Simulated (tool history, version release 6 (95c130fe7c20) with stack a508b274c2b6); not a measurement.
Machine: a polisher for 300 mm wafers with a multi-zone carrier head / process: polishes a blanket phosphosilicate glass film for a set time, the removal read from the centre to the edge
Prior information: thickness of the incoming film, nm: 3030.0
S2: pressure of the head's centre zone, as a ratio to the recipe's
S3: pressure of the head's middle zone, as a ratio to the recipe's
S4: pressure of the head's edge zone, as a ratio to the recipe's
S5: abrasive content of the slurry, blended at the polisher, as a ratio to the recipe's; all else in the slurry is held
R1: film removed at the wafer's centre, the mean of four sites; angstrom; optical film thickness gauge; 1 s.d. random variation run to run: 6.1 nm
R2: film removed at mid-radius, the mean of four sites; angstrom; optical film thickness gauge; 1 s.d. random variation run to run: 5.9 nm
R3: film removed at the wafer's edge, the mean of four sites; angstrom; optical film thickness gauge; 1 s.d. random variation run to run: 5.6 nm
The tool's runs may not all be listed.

run 1 hour=0 | flow_of_slurry_(ml/min)=200 S2=1 S3=1 S4=1 S5=1 polishing_time_(s)=40 | R1=3705 R2=3783.9 R3=3728.5
run 2 hour=5.4 | flow_of_slurry_(ml/min)=200 S2=1 S3=1 S4=1 S5=1 polishing_time_(s)=44 | R1=4073.5 R2=4185.9 R3=4196.3
run 3 hour=7.9 | flow_of_slurry_(ml/min)=205 S2=1.01 S3=0.98 S4=1.02 S5=1 polishing_time_(s)=44 | R1=4153.5 R2=4119 R3=4063.3
run 4 hour=15.9 | flow_of_slurry_(ml/min)=190 S2=1.01 S3=0.95 S4=1.03 S5=1.05 polishing_time_(s)=44 | R1=4241.6 R2=3973.4 R3=4305.8
run 5 hour=21.4 | flow_of_slurry_(ml/min)=190 S2=1.01 S3=0.95 S4=1.03 S5=1.05 polishing_time_(s)=50 | R1=4657.3 R2=4667 R3=4754.7
run 6 hour=23.3 | flow_of_slurry_(ml/min)=185 S2=1.02 S3=0.93 S4=1.04 S5=1.05 polishing_time_(s)=50 | R1=4844.5 R2=4581.4 R3=4852.3

Run 7, settings as shown, results not yet in. Your forecast:
run 7 hour=30.9 | flow_of_slurry_(ml/min)=180 S2=1.02 S3=0.92 S4=1.04 S5=1.05 polishing_time_(s)=50 | R1=? R2=? R3=?

R1: 4758.8 angstrom
R2: 4501.6 angstrom
R3: 4815.7 angstrom

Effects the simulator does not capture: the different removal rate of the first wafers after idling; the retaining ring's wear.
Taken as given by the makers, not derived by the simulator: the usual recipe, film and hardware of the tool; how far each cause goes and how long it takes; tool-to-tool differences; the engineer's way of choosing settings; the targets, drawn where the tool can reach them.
